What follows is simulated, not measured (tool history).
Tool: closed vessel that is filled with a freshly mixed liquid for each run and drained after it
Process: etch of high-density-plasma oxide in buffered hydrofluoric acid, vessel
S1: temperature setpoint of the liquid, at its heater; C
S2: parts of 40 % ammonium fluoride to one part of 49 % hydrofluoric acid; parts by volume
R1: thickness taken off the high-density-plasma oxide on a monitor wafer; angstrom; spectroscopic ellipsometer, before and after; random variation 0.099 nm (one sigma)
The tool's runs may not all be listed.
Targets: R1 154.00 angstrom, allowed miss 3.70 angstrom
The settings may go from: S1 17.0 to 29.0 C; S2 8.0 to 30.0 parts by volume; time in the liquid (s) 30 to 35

Run 1, hour 0.0: S1 21.0 C, S2 22.5 parts by volume, time in the liquid (s) 35. Result: R1 181.67 angstrom.
Run 2, hour 7.9: S1 21.0 C, S2 22.5 parts by volume, time in the liquid (s) 35. Result: R1 185.50 angstrom.
Run 3, hour 15.2: S1 20.5 C, S2 22.5 parts by volume, time in the liquid (s) 35. Result: R1 175.26 angstrom.
Run 4, hour 18.6: S1 20.5 C, S2 20.0 parts by volume, time in the liquid (s) 35. Result: R1 191.28 angstrom.
Run 5, hour 27.5: S1 20.5 C, S2 20.0 parts by volume, time in the liquid (s) 35. Result: R1 192.10 angstrom.
Run 6, hour 36.4: S1 20.0 C, S2 20.0 parts by volume, time in the liquid (s) 35. Result: R1 189.38 angstrom.
Run 7, hour 44.8: S1 19.5 C, S2 20.5 parts by volume, time in the liquid (s) 35. Result: R1 179.21 angstrom.
Run 8, hour 52.3: S1 19.0 C, S2 20.5 parts by volume, time in the liquid (s) 35. Result: R1 175.32 angstrom.
Run 9, hour 61.3: S1 18.5 C, S2 20.5 parts by volume, time in the liquid (s) 35. Result: R1 169.13 angstrom.

Which of these 4 next moves meets every target?
Run A, hour 70.3: S1 18.5 C, S2 19.0 parts by volume, time in the liquid (s) 30. Result: R1 ?.
Run B, hour 70.3: S1 18.0 C, S2 19.5 parts by volume, time in the liquid (s) 30. Result: R1 ?.
Run C, hour 70.3: S1 18.5 C, S2 21.0 parts by volume, time in the liquid (s) 35. Result: R1 ?.
Run D, hour 70.3: S1 18.0 C, S2 20.0 parts by volume, time in the liquid (s) 30. Result: R1 ?.

move      R1
   A  156.43
   B  148.19
   C  167.73
   D  144.53
A: meets every target
B: takes the result that was furthest off past its target
C: nearer than the last run, and not there yet
D: takes the result that was furthest off past its target
Answer: A

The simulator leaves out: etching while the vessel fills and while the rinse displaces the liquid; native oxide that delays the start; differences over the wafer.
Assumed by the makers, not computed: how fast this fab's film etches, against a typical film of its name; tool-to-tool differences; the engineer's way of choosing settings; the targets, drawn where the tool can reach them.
